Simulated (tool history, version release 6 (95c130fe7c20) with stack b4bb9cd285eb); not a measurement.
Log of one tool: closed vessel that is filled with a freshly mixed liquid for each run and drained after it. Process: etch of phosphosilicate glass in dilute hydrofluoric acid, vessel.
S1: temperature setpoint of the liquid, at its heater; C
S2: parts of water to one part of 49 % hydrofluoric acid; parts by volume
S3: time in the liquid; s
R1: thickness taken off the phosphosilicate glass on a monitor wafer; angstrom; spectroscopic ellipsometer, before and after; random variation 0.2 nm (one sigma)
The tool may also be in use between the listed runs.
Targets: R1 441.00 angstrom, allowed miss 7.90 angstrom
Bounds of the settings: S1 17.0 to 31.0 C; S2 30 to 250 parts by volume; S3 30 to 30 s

run,hour,S1,S2,S3,R1
1,0.0,23.0,140,30,185.34
2,7.5,24.5,130,30,214.63
3,16.2,24.5,155,30,173.35
4,24.1,24.5,180,30,144.82
5,27.7,24.5,180,30,146.55
6,28.7,25.5,160,30,173.94
7,33.8,29.5,105,30,327.97
8,36.2,29.5,100,30,348.52
9,44.8,29.5,95,30,368.65

5 next moves are on the table. One of them brings every result within its allowed miss. Which?
A,53.4,28.0,100,30,?
B,53.4,29.0,85,30,?
C,53.4,29.0,115,30,?
D,53.4,31.0,85,30,?
E,53.4,31.0,90,30,?

move,R1
A,329.41
B,411.09
C,291.51
D,443.54
E,415.82
A: further off than the last run
B: nearer than the last run, and not there yet
C: further off than the last run
D: meets every target
E: nearer than the last run, and not there yet
The right move is D.
